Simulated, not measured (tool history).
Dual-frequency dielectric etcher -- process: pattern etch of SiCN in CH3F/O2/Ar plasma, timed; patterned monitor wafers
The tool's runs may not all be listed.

run,hour,source power (W),bias power (W),etch time (s),mean etch depth across the wafer (angstrom)
1,0.0,540,73,88.5,356.63
2,2.6,570,75,88.5,369.27
3,8.5,600,76,88.5,373.78
4,12.9,620,79,88.5,390.83
5,15.4,640,80,88.5,397.55
6,17.3,640,80,88.5,399.82

What does the tool deliver on the next run?
7,22.7,660,80,88.5,?

Run 7 measured mean etch depth across the wafer (angstrom) 401.62.
